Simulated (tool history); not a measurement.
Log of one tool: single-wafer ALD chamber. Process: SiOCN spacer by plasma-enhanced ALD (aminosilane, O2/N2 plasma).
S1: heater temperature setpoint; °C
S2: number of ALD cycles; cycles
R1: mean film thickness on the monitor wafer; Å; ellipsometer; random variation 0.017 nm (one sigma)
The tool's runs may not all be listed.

{"run": 1, "hour": 0.0, "S1": 420, "S2": 115, "R1": 63.853}
{"run": 2, "hour": 7.9, "S1": 424, "S2": 109, "R1": 59.657}
{"run": 3, "hour": 11.8, "S1": 427, "S2": 106, "R1": 57.419}
{"run": 4, "hour": 21.0, "S1": 430, "S2": 104, "R1": 55.811}
{"run": 5, "hour": 24.6, "S1": 430, "S2": 94, "R1": 50.147}
{"run": 6, "hour": 33.9, "S1": 430, "S2": 108, "R1": 57.767}
{"run": 7, "hour": 35.4, "S1": 432, "S2": 106, "R1": 55.991}
{"run": 8, "hour": 41.6, "S1": 434, "S2": 105, "R1": 55.491}

Run 9 comes next. What will it give?
{"run": 9, "hour": 42.7, "S1": 435, "S2": 104, "R1": "?"}

{"run 9": {"R1": 54.58}}
